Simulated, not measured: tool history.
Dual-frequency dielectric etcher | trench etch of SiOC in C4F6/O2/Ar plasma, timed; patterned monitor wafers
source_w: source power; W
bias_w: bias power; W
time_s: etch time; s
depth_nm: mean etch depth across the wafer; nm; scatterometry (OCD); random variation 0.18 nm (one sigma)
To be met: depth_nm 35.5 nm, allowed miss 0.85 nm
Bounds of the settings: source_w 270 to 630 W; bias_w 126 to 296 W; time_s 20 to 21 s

run  hour  source_w  bias_w  time_s  depth_nm
  1     0       450     211      20    41.364
  2   2.6       450     211      20    41.128
  3  10.9       440     209      20    40.338
  4  17.8       440     241      20    41.487
  5  20.8       440     226      20     41.03
  6  28.4       400     226      20    39.653
  7  32.7       400     226      20    39.205
  8  39.9       390     225      20    38.662
  9  44.3       380     224      20    38.269
 10  48.6       300     212      20    33.559

4 next moves are on the table. One of them brings every result within its allowed miss. Which?
  A  52.9       270     218    20.5         ?
  B  52.9       270     186      21         ?
  C  52.9       340     182    20.5         ?
  D  52.9       270     194      20         ?

move  depth_nm
   A    32.512
   B    32.179
   C    35.437
   D     30.92
A: further off than the last run
B: further off than the last run
C: meets every target
D: further off than the last run
Answer: C
